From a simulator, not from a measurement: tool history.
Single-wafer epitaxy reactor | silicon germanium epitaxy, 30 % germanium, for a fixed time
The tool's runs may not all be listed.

run,hour,wafer temperature setpoint (pyrometer-controlled) (K),chamber pressure (Torr),mean film thickness on the monitor wafer (nm)
1,0.0,893.15,15.9,79.986
2,1.9,901.15,15.9,94.646
3,8.5,902.15,15.9,94.971
4,15.8,902.15,14.7,92.701
5,18.6,893.15,14.7,78.027
6,25.2,889.15,14.7,71.932
7,30.0,889.15,14.7,72.854
8,34.6,892.15,14.8,76.748

The next listed run, before its measurement:
# hour 39.5: capacitance manometer re-zeroed and calibrated
9,39.5,894.15,14.8,?

Run 9 gave mean film thickness on the monitor wafer (nm) 77.586.

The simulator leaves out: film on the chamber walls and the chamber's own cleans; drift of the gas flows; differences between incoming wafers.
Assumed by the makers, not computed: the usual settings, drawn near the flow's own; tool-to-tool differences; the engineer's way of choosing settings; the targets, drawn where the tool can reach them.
